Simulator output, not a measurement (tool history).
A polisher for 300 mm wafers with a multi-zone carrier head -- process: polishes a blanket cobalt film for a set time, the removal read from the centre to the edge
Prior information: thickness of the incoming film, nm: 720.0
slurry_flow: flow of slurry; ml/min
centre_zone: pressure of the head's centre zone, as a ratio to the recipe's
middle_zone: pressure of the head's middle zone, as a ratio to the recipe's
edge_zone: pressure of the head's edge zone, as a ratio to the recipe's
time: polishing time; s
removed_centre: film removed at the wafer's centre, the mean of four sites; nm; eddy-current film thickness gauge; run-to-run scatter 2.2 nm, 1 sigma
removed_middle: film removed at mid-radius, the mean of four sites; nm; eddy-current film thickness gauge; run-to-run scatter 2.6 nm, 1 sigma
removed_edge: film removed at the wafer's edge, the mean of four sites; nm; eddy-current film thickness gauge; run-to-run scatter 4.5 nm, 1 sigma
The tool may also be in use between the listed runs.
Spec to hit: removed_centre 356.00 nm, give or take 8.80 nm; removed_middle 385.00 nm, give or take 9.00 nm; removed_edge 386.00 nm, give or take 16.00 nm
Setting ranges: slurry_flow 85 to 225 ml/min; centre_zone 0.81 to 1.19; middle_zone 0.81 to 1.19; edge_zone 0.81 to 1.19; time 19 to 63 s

Run 1, hour 0.0: slurry_flow 145 ml/min, centre_zone 1.00, middle_zone 1.00, edge_zone 1.00, time 41 s. Result: removed_centre 262.77 nm, removed_middle 269.51 nm, removed_edge 255.96 nm.
Run 2, hour 8.9: slurry_flow 160 ml/min, centre_zone 1.00, middle_zone 1.00, edge_zone 1.00, time 41 s. Result: removed_centre 268.41 nm, removed_middle 271.91 nm, removed_edge 262.77 nm.
Run 3, hour 13.2: slurry_flow 145 ml/min, centre_zone 1.00, middle_zone 1.00, edge_zone 1.00, time 41 s. Result: removed_centre 261.52 nm, removed_middle 269.04 nm, removed_edge 254.24 nm.
Run 4, hour 15.2: slurry_flow 175 ml/min, centre_zone 1.00, middle_zone 1.00, edge_zone 1.00, time 41 s. Result: removed_centre 269.07 nm, removed_middle 278.87 nm, removed_edge 262.67 nm.
Run 5, hour 16.5: slurry_flow 180 ml/min, centre_zone 1.00, middle_zone 1.01, edge_zone 1.06, time 45 s. Result: removed_centre 296.50 nm, removed_middle 305.23 nm, removed_edge 300.43 nm.
Run 6, hour 17.5: slurry_flow 210 ml/min, centre_zone 1.00, middle_zone 1.01, edge_zone 1.06, time 45 s. Result: removed_centre 305.45 nm, removed_middle 313.45 nm, removed_edge 300.06 nm.
Run 7, hour 25.2: slurry_flow 190 ml/min, centre_zone 1.00, middle_zone 1.04, edge_zone 1.09, time 48 s. Result: removed_centre 320.97 nm, removed_middle 339.25 nm, removed_edge 319.73 nm.
Run 8, hour 27.1: slurry_flow 190 ml/min, centre_zone 0.99, middle_zone 1.04, edge_zone 1.12, time 50 s. Result: removed_centre 328.15 nm, removed_middle 358.21 nm, removed_edge 343.62 nm.
Run 9, hour 31.8: slurry_flow 190 ml/min, centre_zone 0.99, middle_zone 1.04, edge_zone 1.14, time 51 s. Result: removed_centre 332.80 nm, removed_middle 363.76 nm, removed_edge 353.12 nm.
Run 10, hour 35.6: slurry_flow 195 ml/min, centre_zone 0.99, middle_zone 1.04, edge_zone 1.15, time 52 s. Result: removed_centre 347.61 nm, removed_middle 371.57 nm, removed_edge 362.31 nm.

Consider the 4 candidate settings below. Which is the only one whose results all fall within their allowed miss of target?
Run A, hour 39.4: slurry_flow 200 ml/min, centre_zone 1.03, middle_zone 1.03, edge_zone 1.19, time 55 s. Result: removed_centre ?, removed_middle ?, removed_edge ?.
Run B, hour 39.4: slurry_flow 175 ml/min, centre_zone 0.96, middle_zone 1.02, edge_zone 1.16, time 56 s. Result: removed_centre ?, removed_middle ?, removed_edge ?.
Run C, hour 39.4: slurry_flow 220 ml/min, centre_zone 0.89, middle_zone 1.00, edge_zone 1.14, time 55 s. Result: removed_centre ?, removed_middle ?, removed_edge ?.
Run D, hour 39.4: slurry_flow 170 ml/min, centre_zone 0.89, middle_zone 0.93, edge_zone 1.19, time 61 s. Result: removed_centre ?, removed_middle ?, removed_edge ?.

move  removed_centre  removed_middle  removed_edge
   A          388.10          387.80        388.94
   B          360.26          384.35        385.38
   C          339.59          383.27        384.03
   D          361.54          385.80        424.57
A: brings the result that was furthest off to its target, and leaves another outside
B: each result inside its tolerance
C: brings the result that was furthest off to its target, and leaves another outside
D: brings the result that was furthest off to its target, and leaves another outside
The right move is B.
